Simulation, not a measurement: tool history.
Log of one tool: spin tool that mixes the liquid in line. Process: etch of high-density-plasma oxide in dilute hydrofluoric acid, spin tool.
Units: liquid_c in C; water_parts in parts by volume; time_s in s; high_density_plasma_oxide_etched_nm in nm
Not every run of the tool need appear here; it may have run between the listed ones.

run,hour,liquid_c,water_parts,time_s,high_density_plasma_oxide_etched_nm
1,0.0,20.0,95,295,16.733
2,6.0,20.0,95,315,17.904
3,13.1,18.5,95,315,17.218
4,13.7,21.5,95,315,19.238
5,16.6,18.0,95,315,16.255
6,25.5,18.0,95,295,15.544
7,28.9,18.0,100,295,14.789

Forecast run 8:
8,35.0,18.0,105,295,?

Run 8 gave high_density_plasma_oxide_etched_nm 13.972 nm.
